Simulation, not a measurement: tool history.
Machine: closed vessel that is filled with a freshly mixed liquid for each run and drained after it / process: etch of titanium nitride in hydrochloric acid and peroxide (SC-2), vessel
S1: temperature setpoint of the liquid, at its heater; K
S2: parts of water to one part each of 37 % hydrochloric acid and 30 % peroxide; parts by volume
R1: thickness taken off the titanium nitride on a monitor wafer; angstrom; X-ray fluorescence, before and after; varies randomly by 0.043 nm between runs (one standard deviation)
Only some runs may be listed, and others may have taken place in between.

{"run": 1, "day": 0.0, "S1": 337.15, "S2": 5.5, "time in the liquid (s)": 85, "R1": 64.475}
{"run": 2, "day": 0.075, "S1": 337.15, "S2": 5.5, "time in the liquid (s)": 85, "R1": 65.259}
{"run": 3, "day": 0.112, "S1": 336.65, "S2": 5.5, "time in the liquid (s)": 85, "R1": 63.47}
{"run": 4, "day": 0.304, "S1": 336.65, "S2": 4.5, "time in the liquid (s)": 85, "R1": 72.939}
{"run": 5, "day": 0.375, "S1": 336.65, "S2": 4, "time in the liquid (s)": 85, "R1": 78.061}
{"day": 0.708, "done": "chemicals flow meter replaced"}
{"run": 6, "day": 0.708, "S1": 335.65, "S2": 4, "time in the liquid (s)": 85, "R1": 79.597}
{"run": 7, "day": 0.746, "S1": 333.65, "S2": 4, "time in the liquid (s)": 85, "R1": 70.256}
{"run": 8, "day": 1.038, "S1": 333.65, "S2": 4, "time in the liquid (s)": 85, "R1": 70.733}
{"run": 9, "day": 1.112, "S1": 332.65, "S2": 4, "time in the liquid (s)": 85, "R1": 66.524}

Run 10 is up next; what results do you expect?
{"run": 10, "day": 1.158, "S1": 332.65, "S2": 4, "time in the liquid (s)": 85, "R1": "?"}

{"run 10": {"R1": 66.034}}
